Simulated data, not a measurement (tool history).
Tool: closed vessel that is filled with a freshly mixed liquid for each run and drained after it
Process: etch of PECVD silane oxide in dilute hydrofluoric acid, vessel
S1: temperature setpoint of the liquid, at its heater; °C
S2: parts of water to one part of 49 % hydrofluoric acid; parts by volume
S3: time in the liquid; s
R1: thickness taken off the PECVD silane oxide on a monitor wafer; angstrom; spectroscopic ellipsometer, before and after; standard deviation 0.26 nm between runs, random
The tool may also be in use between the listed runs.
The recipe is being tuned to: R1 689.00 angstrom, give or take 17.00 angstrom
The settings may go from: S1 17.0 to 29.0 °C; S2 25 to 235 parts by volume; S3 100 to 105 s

| run | hour | S1 | S2 | S3 | R1 |
|---|---|---|---|---|---|
| 1 | 0.0 | 21.0 | 130 | 100 | 348.45 |
| 2 | 2.8 | 21.0 | 165 | 100 | 264.46 |
| 3 | 6.5 | 22.0 | 155 | 100 | 296.09 |
| 4 | 8.0 | 19.5 | 155 | 100 | 267.38 |
| 5 | 14.6 | 17.0 | 155 | 100 | 240.46 |
| 6 | 18.1 | 17.0 | 155 | 105 | 255.10 |
| 7 | 25.0 | 18.5 | 150 | 105 | 279.40 |
| 8 | 31.0 | 22.5 | 100 | 105 | 521.07 |
| 9 | 39.8 | 26.5 | 95 | 105 | 646.81 |
| 10 | 46.6 | 26.5 | 95 | 105 | 649.19 |

Exactly one of the 4 candidate moves below puts every result within its allowed miss. Which one?
| A | 53.4 | 26.5 | 90 | 105 | ? |
| B | 53.4 | 26.5 | 90 | 100 | ? |
| C | 53.4 | 28.0 | 105 | 100 | ? |
| D | 53.4 | 21.0 | 75 | 100 | ? |

| move | R1 |
|---|---|
| A | 684.57 |
| B | 651.97 |
| C | 580.38 |
| D | 639.03 |
A: hits every target within its allowed miss
B: gains on the last run, yet a result remains outside its allowed miss
C: misses by more than the last run did
D: misses by more than the last run did
A is the move that brings every result within its allowed miss.

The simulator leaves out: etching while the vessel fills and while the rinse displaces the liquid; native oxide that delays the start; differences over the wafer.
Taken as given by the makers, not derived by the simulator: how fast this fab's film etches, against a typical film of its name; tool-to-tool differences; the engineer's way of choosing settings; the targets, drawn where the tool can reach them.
